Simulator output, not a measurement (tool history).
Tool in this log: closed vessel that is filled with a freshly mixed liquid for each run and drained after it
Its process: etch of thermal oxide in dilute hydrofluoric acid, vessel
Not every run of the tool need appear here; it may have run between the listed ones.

run  hour  temperature setpoint of the liquid (K)  parts of water to one part of 49 % hydrofluoric acid (parts by volume)  time in the liquid (s)  thickness taken off the thermal oxide on a monitor wafer (nm)
  1     0                                  299.15                                                                      70                     150                                                         12.459
  2   3.8                                  301.15                                                                      70                     150                                                         13.237
  3  11.9                                  302.15                                                                      65                     150                                                         15.167
  4    19                                  302.65                                                                      65                     150                                                         15.713
  5  21.5                                  303.15                                                                      65                     150                                                         15.963
  6  28.6                                  303.15                                                                      85                     150                                                         11.772
  7  37.7                                  303.65                                                                      80                     150                                                         12.629
  8  38.9                                  304.15                                                                      75                     150                                                         13.945
  9    43                                  304.65                                                                      70                     150                                                         15.159
 10  44.5                                  305.15                                                                      70                     150                                                           15.8

The next listed run, before its measurement:
 11  51.2                                  305.65                                                                      70                     150                                                              ?

For run 11 the tool returned thickness taken off the thermal oxide on a monitor wafer (nm) 15.823.
